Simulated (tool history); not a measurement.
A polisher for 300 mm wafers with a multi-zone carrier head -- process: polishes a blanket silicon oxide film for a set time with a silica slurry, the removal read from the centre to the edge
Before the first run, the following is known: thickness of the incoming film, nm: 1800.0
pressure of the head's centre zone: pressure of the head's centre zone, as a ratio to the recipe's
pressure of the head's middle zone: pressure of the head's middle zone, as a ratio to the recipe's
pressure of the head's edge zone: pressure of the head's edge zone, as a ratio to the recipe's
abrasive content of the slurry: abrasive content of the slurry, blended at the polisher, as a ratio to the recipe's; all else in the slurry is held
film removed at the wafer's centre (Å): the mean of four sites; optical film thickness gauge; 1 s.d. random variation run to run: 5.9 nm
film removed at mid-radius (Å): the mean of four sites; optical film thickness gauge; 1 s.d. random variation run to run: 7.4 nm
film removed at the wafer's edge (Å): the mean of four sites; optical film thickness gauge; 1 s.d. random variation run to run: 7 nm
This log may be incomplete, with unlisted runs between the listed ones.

run	hour	flow of slurry (ml/min)	pressure of the head's centre zone	pressure of the head's middle zone	pressure of the head's edge zone	abrasive content of the slurry	polishing time (s)	film removed at the wafer's centre (Å)	film removed at mid-radius (Å)	film removed at the wafer's edge (Å)
1	0	200	1	1	1	1	76	3381	3460.3	3324.1
2	7.4	205	1.03	1.02	1.02	1.15	78	3856.6	3847	3758.1
3	13	215	1.06	1.06	1.03	1.25	79	4234.8	4167.5	3876.2
4	14.5	260	1.06	1.06	1.03	1.25	79	4297.5	4310.2	3996.3
5	17.2	260	1.06	1.06	1.03	1.35	79	4460.6	4422.1	4066.4
6	25.8	260	1.06	1.06	0.97	1.35	79	4387.7	4428.8	3996.6
7	29.4	260	1.06	1.06	0.99	1.4	82	4736.8	4725.8	4303.1

What will run 8 give?
8	34.4	260	1.06	1.06	1	1.45	84	?	?	?

Run 8 yielded film removed at the wafer's centre (Å) 4865.8, film removed at mid-radius (Å) 4851.5, film removed at the wafer's edge (Å) 4478.7.
